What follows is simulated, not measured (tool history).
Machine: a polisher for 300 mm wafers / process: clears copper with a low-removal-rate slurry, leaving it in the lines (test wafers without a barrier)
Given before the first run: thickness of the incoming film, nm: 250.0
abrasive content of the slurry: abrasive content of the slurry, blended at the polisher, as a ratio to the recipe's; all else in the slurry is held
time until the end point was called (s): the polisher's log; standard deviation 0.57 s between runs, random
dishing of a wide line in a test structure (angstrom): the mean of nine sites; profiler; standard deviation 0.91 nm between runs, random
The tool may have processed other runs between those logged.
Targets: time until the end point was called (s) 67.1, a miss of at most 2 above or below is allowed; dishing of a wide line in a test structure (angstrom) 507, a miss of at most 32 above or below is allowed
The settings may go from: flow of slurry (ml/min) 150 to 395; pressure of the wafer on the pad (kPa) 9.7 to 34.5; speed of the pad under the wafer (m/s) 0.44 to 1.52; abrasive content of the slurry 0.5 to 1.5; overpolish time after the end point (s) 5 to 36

run	hour	flow of slurry (ml/min)	pressure of the wafer on the pad (kPa)	speed of the pad under the wafer (m/s)	abrasive content of the slurry	overpolish time after the end point (s)	time until the end point was called (s)	dishing of a wide line in a test structure (angstrom)
1	0	250	22.1	0.98	1	18	93.77	353.7
2	8.8	250	22.1	0.98	1	21	93.431	407.66
3	15	255	23.4	0.98	1	21	88.534	429.63
4	22.5	255	23.4	1.06	1	21	84.052	456.64
5	29.3	255	23.4	1.06	1	27	83.388	577.37
6	36.1	255	23.4	1.18	1	27	76.391	622.84
7	44.9	255	24.1	1.18	1	25	72.966	606.71
8	48.9	255	24.1	1.18	1	24	72.723	571.15
9	54.4	255	24.1	1.18	1	23	72.757	569.64
10	58	255	24.1	1.18	1	22	73.043	531.39
11	62.3	255	24.1	1.18	1	22	73.7	546.26
12	71.1	255	24.8	1.18	1	21	70.981	536.1

4 candidate next runs follow, results not yet known. Just one meets every target within its allowed miss. Identify it.
A	79.9	245	26.9	1.16	0.95	16	?	?
B	79.9	255	23.4	1.28	0.95	20	?	?
C	79.9	230	26.2	1.3	0.75	19	?	?
D	79.9	180	24.8	1.26	1.1	16	?	?

move	time until the end point was called (s)	dishing of a wide line in a test structure (angstrom)
A	68.641	433.63
B	71.449	502.24
C	68.76	499.89
D	67.389	438.92
A: meets the target for the result that was furthest off, but another lies outside its allowed miss
B: misses by more than the last run did
C: every result lands within tolerance
D: meets the target for the result that was furthest off, but another lies outside its allowed miss
Answer: C

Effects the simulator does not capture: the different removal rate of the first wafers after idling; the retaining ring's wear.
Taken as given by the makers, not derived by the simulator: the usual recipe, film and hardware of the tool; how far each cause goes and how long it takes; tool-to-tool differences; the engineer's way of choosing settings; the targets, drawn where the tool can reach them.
